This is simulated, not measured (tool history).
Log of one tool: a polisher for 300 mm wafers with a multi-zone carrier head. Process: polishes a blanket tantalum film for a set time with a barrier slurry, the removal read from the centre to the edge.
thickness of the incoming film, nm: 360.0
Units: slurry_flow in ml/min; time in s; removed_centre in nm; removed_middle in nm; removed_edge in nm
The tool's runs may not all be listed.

run    day  slurry_flow  centre_zone  middle_zone  edge_zone  slurry_solids  time  removed_centre  removed_middle  removed_edge
  1      0          225            1            1          1              1    49          84.573          88.354        88.354
  2  0.212          235         1.02         1.02       0.97              1    49          87.164          90.149        86.811
  3  0.396          235         1.02         1.02       0.97           1.15    49          90.699          93.431        89.315
  4  0.542          235         1.02         1.02       0.97           1.05    49          87.704          90.245        87.816
  5  0.625          240         1.04         1.04       0.95           1.05    49          89.969          92.668        86.715
      0.95  -- worn pad replaced by a new one
  6   0.95          245         1.05         1.05       0.93           1.05    49          98.505          101.29        92.953
  7  1.208          245         1.08         1.07       0.93           0.95    48          95.286          98.563        88.529
  8  1.404          245         1.08         1.07       0.93           0.95    48          96.226          99.017        88.069
  9  1.725          240         1.09         1.07       0.92            0.9    48          96.298          97.473        87.181

Forecast run 10:
 10  1.942          235         1.09         1.07       0.91           0.85    48               ?               ?             ?

removed_centre: 94.266 nm
removed_middle: 95.491 nm
removed_edge: 85.04 nm
